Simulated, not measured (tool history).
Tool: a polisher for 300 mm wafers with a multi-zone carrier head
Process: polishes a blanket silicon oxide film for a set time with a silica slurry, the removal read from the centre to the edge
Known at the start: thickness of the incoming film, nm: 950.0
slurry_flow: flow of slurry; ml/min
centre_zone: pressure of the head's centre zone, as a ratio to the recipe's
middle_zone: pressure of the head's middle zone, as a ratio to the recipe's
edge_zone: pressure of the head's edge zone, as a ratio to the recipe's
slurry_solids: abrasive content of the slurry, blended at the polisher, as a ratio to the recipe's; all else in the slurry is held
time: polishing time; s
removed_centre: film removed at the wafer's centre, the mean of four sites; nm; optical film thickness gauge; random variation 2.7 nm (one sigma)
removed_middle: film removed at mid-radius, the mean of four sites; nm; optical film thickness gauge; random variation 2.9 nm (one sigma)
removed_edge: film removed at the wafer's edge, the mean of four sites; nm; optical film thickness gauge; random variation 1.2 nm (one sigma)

run,day,slurry_flow,centre_zone,middle_zone,edge_zone,slurry_solids,time,removed_centre,removed_middle,removed_edge
1,0.000,215,1.00,1.00,1.00,1.00,62,176.60,180.40,182.81
2,0.154,215,1.01,1.01,0.98,1.00,62,181.15,177.19,178.47
3,0.371,215,1.01,1.01,0.98,1.00,49,142.64,141.22,143.32
4,0.704,215,1.01,1.01,0.98,1.20,49,153.50,153.08,149.09
5,0.971,220,1.02,1.03,0.99,1.25,49,151.39,158.43,153.12
6,1.258,220,1.02,1.03,1.03,1.25,49,157.02,158.09,157.51
7,1.442,220,1.02,1.03,1.03,1.25,49,150.12,154.96,155.64

Run 8 comes next. What will it give?
8,1.488,225,1.04,1.04,1.01,1.30,49,?,?,?

{"run 8": {"removed_centre": 164.21, "removed_middle": 155.67, "removed_edge": 156.3}}
